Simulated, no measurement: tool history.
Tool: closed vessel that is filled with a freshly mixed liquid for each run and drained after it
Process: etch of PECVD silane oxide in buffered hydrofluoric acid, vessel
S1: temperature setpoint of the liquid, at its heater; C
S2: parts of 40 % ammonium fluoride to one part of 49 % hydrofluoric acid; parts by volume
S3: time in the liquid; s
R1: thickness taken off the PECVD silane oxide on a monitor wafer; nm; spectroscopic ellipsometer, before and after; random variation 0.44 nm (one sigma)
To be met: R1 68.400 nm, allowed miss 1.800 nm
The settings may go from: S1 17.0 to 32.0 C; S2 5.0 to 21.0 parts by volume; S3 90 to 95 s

| run | hour | S1 | S2 | S3 | R1 |
|---|---|---|---|---|---|
| 1 | 0.0 | 25.0 | 13.0 | 90 | 121.510 |
| 2 | 7.2 | 23.5 | 13.5 | 90 | 107.740 |
| 3 | 7.8 | 22.5 | 14.0 | 90 | 98.937 |
| 4 | 14.4 | 22.5 | 14.0 | 95 | 103.160 |
| 5 | 19.2 | 22.5 | 11.0 | 95 | 130.850 |
| 6 | 26.2 | 25.0 | 11.0 | 95 | 150.480 |
| 7 | 26.9 | 23.5 | 12.0 | 95 | 127.140 |
| 8 | 30.5 | 22.5 | 12.5 | 95 | 116.300 |
| 9 | 38.1 | 21.5 | 13.0 | 95 | 104.480 |
| 10 | 38.8 | 20.5 | 13.5 | 95 | 95.789 |
| 11 | 46.4 | 20.0 | 14.0 | 95 | 90.106 |
| 12 | 51.2 | 20.0 | 14.0 | 95 | 89.789 |
| 13 | 51.8 | 19.5 | 14.0 | 95 | 87.040 |
| 14 | 53.9 | 19.0 | 14.0 | 95 | 85.256 |
| 15 | 55.1 | 19.0 | 14.0 | 95 | 84.493 |
| 16 | 58.3 | 18.5 | 14.0 | 95 | 82.410 |
| 17 | 61.6 | 18.0 | 14.0 | 95 | 80.076 |
| 18 | 68.4 | 17.5 | 15.0 | 95 | 73.590 |

Which of these 5 next moves meets every target?
| A | 75.2 | 18.5 | 16.0 | 90 | ? |
| B | 75.2 | 22.5 | 17.0 | 90 | ? |
| C | 75.2 | 17.5 | 12.5 | 90 | ? |
| D | 75.2 | 17.0 | 14.5 | 95 | ? |
| E | 75.2 | 17.0 | 13.0 | 90 | ? |

| move | R1 |
|---|---|
| A | 68.384 |
| B | 80.564 |
| C | 82.347 |
| D | 73.021 |
| E | 77.011 |
A: meets every target
B: further off than the last run
C: further off than the last run
D: nearer than the last run, and not there yet
E: further off than the last run
Move A is the one to make.

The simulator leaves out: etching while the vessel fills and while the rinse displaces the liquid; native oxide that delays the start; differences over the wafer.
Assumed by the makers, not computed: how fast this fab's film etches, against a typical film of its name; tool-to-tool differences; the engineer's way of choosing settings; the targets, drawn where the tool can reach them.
